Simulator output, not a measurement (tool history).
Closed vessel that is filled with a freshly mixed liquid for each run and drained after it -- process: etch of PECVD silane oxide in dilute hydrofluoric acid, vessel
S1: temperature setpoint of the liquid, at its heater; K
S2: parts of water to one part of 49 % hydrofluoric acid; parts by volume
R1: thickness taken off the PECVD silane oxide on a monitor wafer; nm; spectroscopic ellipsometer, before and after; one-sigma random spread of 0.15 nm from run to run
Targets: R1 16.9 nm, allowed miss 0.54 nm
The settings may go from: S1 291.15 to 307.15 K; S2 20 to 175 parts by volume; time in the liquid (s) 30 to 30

{"run": 1, "hour": 0.0, "S1": 299.15, "S2": 95, "time in the liquid (s)": 30, "R1": 11.121}
{"run": 2, "hour": 5.4, "S1": 297.15, "S2": 95, "time in the liquid (s)": 30, "R1": 10.157}
{"run": 3, "hour": 12.9, "S1": 297.15, "S2": 70, "time in the liquid (s)": 30, "R1": 13.979}
{"run": 4, "hour": 19.6, "S1": 297.15, "S2": 105, "time in the liquid (s)": 30, "R1": 8.993}
{"run": 5, "hour": 28.2, "S1": 300.15, "S2": 105, "time in the liquid (s)": 30, "R1": 10.149}
{"run": 6, "hour": 35.8, "S1": 300.15, "S2": 105, "time in the liquid (s)": 30, "R1": 10.142}
{"run": 7, "hour": 44.6, "S1": 301.65, "S2": 100, "time in the liquid (s)": 30, "R1": 11.406}
{"run": 8, "hour": 52.2, "S1": 302.65, "S2": 95, "time in the liquid (s)": 30, "R1": 12.425}
{"run": 9, "hour": 56.3, "S1": 306.65, "S2": 75, "time in the liquid (s)": 30, "R1": 18.906}

Below are 5 possible settings for the next run. Only one of them brings all results inside the allowed miss of their targets. Which is it?
{"run": "A", "hour": 60.4, "S1": 304.65, "S2": 60, "time in the liquid (s)": 30, "R1": "?"}
{"run": "B", "hour": 60.4, "S1": 306.65, "S2": 90, "time in the liquid (s)": 30, "R1": "?"}
{"run": "C", "hour": 60.4, "S1": 307.15, "S2": 80, "time in the liquid (s)": 30, "R1": "?"}
{"run": "D", "hour": 60.4, "S1": 306.65, "S2": 65, "time in the liquid (s)": 30, "R1": "?"}
{"run": "E", "hour": 60.4, "S1": 307.15, "S2": 85, "time in the liquid (s)": 30, "R1": "?"}

move=A R1=22.381
move=B R1=15.347
move=C R1=17.865
move=D R1=22.113
move=E R1=16.681
A: its largest miss is bigger than the last run's
B: carries the result that was furthest off beyond its target, to the other side
C: nearer than the last run, and not there yet
D: its largest miss is bigger than the last run's
E: all results in spec
The right move is E.
